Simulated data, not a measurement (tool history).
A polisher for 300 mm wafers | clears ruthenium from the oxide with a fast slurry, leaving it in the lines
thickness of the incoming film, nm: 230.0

run  hour  flow of slurry (ml/min)  pressure of the wafer on the pad (psi)  speed of the pad under the wafer (m/s)  abrasive content of the slurry  overpolish time after the end point (s)  time until the end point was called (s)  dishing of a wide line in a test structure (angstrom)
  1   0.0                      145                                     1.9                                    1.20                            1.00                                       10                                   67.336                                                 267.43
  2   4.0                      135                                     2.2                                    1.20                            1.00                                       11                                   59.565                                                 333.95
  3  12.7                      135                                     2.2                                    0.96                            1.00                                       11                                   75.999                                                 276.41
  4  13.4                      140                                     2.5                                    1.02                            1.00                                       11                                   60.785                                                 329.31
  5  18.9                      140                                     2.5                                    1.02                            0.85                                       11                                   69.443                                                 302.80
  6  25.0                      140                                     2.6                                    1.12                            0.85                                       11                                   61.389                                                 335.79

The next listed run, before its measurement:
  7  33.7                      140                                     2.7                                    1.20                            0.85                                       11                                        ?                                                      ?

time until the end point was called (s): 55.312
dishing of a wide line in a test structure (angstrom): 369.68
